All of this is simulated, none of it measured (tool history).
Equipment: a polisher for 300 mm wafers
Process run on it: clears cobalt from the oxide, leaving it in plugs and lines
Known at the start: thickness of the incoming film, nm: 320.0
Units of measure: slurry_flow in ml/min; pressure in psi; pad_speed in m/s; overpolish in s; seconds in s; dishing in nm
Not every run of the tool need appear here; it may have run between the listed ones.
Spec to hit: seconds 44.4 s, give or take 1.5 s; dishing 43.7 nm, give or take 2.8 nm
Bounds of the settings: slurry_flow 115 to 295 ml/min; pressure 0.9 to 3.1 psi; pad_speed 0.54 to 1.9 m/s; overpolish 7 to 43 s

| run | hour | slurry_flow | pressure | pad_speed | overpolish | seconds | dishing |
|---|---|---|---|---|---|---|---|
| 1 | 0 | 190 | 2 | 1.22 | 22 | 55.371 | 58.723 |
| 2 | 2.1 | 190 | 1.6 | 1.22 | 22 | 67.46 | 55.197 |
| 3 | 7.3 | 190 | 1.6 | 1.22 | 15 | 66.041 | 42.838 |
| 4 | 8.4 | 190 | 1.4 | 1.22 | 15 | 75.318 | 41.491 |
| 5 | 16.4 | 190 | 1.4 | 1.22 | 23 | 75.1 | 53.08 |
| 6 | 23.7 | 190 | 1.4 | 1.22 | 19 | 75.693 | 44.929 |
| 7 | 28.3 | 190 | 1.5 | 1.22 | 18 | 72.067 | 45.372 |
| 8 | 37.2 | 190 | 1.6 | 1.22 | 17 | 68.398 | 46.254 |
| 9 | 41.6 | 190 | 1.7 | 1.22 | 16 | 63.968 | 47.509 |
| 10 | 48.9 | 190 | 1.7 | 1.24 | 15 | 62.116 | 45.708 |
| 11 | 50.7 | 190 | 1.7 | 1.24 | 15 | 62.857 | 46.853 |
| 12 | 54.7 | 200 | 1.8 | 1.24 | 14 | 58.001 | 44.236 |
| 13 | 60.7 | 210 | 1.8 | 1.24 | 14 | 59.087 | 45.079 |
| 14 | 63.8 | 210 | 1.9 | 1.24 | 13 | 55.978 | 43.623 |
| 15 | 67.3 | 210 | 2 | 1.24 | 13 | 53.589 | 45.73 |
|  | 73 | slurry nozzle cleaned |
| 16 | 73 | 210 | 2 | 1.24 | 12 | 51.755 | 44.402 |
| 17 | 79.6 | 215 | 2.1 | 1.24 | 10 | 48.794 | 39.941 |
| 18 | 81.4 | 215 | 2.2 | 1.24 | 11 | 47.166 | 43.962 |

5 next moves are on the table. One of them brings every result within its allowed miss. Which?
| A | 83.2 | 220 | 2.1 | 1.26 | 11 | ? | ? |
| B | 83.2 | 240 | 2.1 | 1.34 | 10 | ? | ? |
| C | 83.2 | 215 | 2.2 | 1.08 | 12 | ? | ? |
| D | 83.2 | 175 | 2.5 | 1.04 | 12 | ? | ? |
| E | 83.2 | 195 | 2.2 | 1.14 | 13 | ? | ? |

| move | seconds | dishing |
|---|---|---|
| A | 49.015 | 43.759 |
| B | 45.676 | 43.061 |
| C | 54.676 | 43.16 |
| D | 51.917 | 44.586 |
| E | 52.605 | 46.468 |
A: lands further from the targets than the last run did
B: hits every target within its allowed miss
C: lands further from the targets than the last run did
D: lands further from the targets than the last run did
E: lands further from the targets than the last run did
B is the move that brings every result within its allowed miss.

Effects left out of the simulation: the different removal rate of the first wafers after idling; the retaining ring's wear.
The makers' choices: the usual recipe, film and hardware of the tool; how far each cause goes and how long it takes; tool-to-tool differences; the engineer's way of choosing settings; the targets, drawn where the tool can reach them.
